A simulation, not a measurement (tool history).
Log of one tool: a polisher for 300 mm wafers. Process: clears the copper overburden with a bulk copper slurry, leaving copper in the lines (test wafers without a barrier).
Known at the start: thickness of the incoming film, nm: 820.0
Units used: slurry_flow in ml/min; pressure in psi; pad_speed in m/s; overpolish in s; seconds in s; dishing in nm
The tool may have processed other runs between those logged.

run    day  slurry_flow  pressure  pad_speed  slurry_solids  overpolish  seconds  dishing
  1      0          305       2.9       1.06              1          29   76.985   91.542
  2  0.296          305       2.9       1.06            0.9          29   76.391   93.168
  3  0.667          305       2.6       1.04            0.9          32   87.327   89.181
  4  0.729          305       2.4       1.02            0.9          36   94.547   89.486
  5  0.771          305       2.4       1.02           1.05          36   90.654   90.083
  6  0.796          305       2.4       0.92           1.05          36   103.57   86.278
  7  1.075          305       2.3       0.92           1.05          38   108.31   89.847
  8  1.408          305       2.3       0.92           1.05          38   107.75   89.746
  9   1.55          305       2.2       0.92           1.05          38   111.64   87.868
 10  1.829          305       1.7        0.9           1.05          40   146.62    75.06

What does the tool deliver on the next run?
 11  2.004          305       1.7        0.9           1.05          40        ?        ?

Run 11 measured seconds 145.43 s, dishing 77.229 nm.

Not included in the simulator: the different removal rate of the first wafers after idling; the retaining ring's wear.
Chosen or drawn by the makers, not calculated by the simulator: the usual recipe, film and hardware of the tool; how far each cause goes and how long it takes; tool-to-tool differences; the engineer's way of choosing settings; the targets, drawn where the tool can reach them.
